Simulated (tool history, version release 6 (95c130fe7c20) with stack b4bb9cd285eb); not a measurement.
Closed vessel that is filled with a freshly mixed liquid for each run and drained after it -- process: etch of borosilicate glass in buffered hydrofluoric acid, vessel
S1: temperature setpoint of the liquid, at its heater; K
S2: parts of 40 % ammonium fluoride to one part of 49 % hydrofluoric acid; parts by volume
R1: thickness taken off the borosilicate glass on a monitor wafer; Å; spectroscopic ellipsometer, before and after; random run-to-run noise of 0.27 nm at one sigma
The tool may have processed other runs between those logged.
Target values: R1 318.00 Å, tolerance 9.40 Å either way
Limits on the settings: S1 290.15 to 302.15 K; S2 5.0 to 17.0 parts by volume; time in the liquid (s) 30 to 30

run 1 day=0.000 | S1=294.15 S2=10.5 time_in_the_liquid_(s)=30 | R1=263.77
run 2 day=0.033 | S1=294.15 S2=10.5 time_in_the_liquid_(s)=30 | R1=263.67
run 3 day=0.396 | S1=294.15 S2=9.5 time_in_the_liquid_(s)=30 | R1=288.58
run 4 day=0.558 | S1=297.65 S2=9.5 time_in_the_liquid_(s)=30 | R1=344.03
run 5 day=0.888 | S1=297.65 S2=9.5 time_in_the_liquid_(s)=30 | R1=346.46
run 6 day=1.183 | S1=297.65 S2=6.5 time_in_the_liquid_(s)=30 | R1=505.65
run 7 day=1.354 | S1=293.65 S2=7.5 time_in_the_liquid_(s)=30 | R1=351.13
run 8 day=1.462 | S1=292.65 S2=7.5 time_in_the_liquid_(s)=30 | R1=336.87

Of the 4 settings listed for the next run, only one would bring every result within its allowed miss of target. Which one?
run A day=1.571 | S1=294.15 S2=8.0 time_in_the_liquid_(s)=30 | R1=?
run B day=1.571 | S1=292.15 S2=7.0 time_in_the_liquid_(s)=30 | R1=?
run C day=1.571 | S1=290.15 S2=6.5 time_in_the_liquid_(s)=30 | R1=?
run D day=1.571 | S1=290.15 S2=7.0 time_in_the_liquid_(s)=30 | R1=?

move=A R1=338.69
move=B R1=352.06
move=C R1=337.15
move=D R1=315.32
A: misses by more than the last run did
B: misses by more than the last run did
C: neither nearer nor further off than the last run
D: all results land within tolerance of their targets
So the answer is move D, the one that meets all the targets.

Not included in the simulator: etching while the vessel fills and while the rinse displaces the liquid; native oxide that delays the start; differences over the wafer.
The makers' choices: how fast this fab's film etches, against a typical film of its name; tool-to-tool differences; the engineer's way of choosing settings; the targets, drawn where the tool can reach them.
